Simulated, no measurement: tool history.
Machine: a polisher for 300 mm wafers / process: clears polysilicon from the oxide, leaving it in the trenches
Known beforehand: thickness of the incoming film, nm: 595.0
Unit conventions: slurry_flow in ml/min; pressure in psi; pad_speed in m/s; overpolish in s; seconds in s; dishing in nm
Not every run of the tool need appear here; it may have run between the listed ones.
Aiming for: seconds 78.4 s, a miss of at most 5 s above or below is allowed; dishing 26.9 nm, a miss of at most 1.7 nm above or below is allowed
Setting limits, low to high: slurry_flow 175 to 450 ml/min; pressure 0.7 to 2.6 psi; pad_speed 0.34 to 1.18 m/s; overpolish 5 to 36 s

run,hour,slurry_flow,pressure,pad_speed,overpolish,seconds,dishing
1,0,290,1.6,0.76,18,135.76,26.188
2,1.2,290,1.6,0.76,12,139.65,24.794
3,8.2,290,1.2,0.76,12,186.55,21.24
4,16.7,290,1.2,0.66,12,212.56,20.378
5,21,290,1.2,0.66,16,215.45,22.354
6,26.9,290,1.2,0.66,24,215.57,25.883
7,27.9,290,1.4,0.68,22,173.95,26.195
8,34.5,290,1.5,0.68,20,170.46,25.733
9,35.1,300,2,0.88,12,96.251,26.56
10,42.3,300,2,0.88,11,99.05,25.539
11,47.6,300,2.1,0.88,11,96.535,26.029

Below are 5 possible settings for the next run. Only one of them brings all results inside the allowed miss of their targets. Which is it?
A,52.9,285,2.4,0.92,20,?,?
B,52.9,270,2.4,0.76,15,?,?
C,52.9,240,2.6,0.96,11,?,?
D,52.9,305,2.1,0.68,15,?,?
E,52.9,285,2.1,0.84,12,?,?

move,seconds,dishing
A,77.374,27.714
B,93.589,27.14
C,69.637,27.104
D,117.62,26.399
E,96.342,26.3
A: all results land within tolerance of their targets
B: closes in on the targets versus the last run, not all within tolerance yet
C: takes the result that was furthest off past its target
D: further off than the last run
E: no nearer and no further than the last run
So the answer is move A, the one that meets all the targets.

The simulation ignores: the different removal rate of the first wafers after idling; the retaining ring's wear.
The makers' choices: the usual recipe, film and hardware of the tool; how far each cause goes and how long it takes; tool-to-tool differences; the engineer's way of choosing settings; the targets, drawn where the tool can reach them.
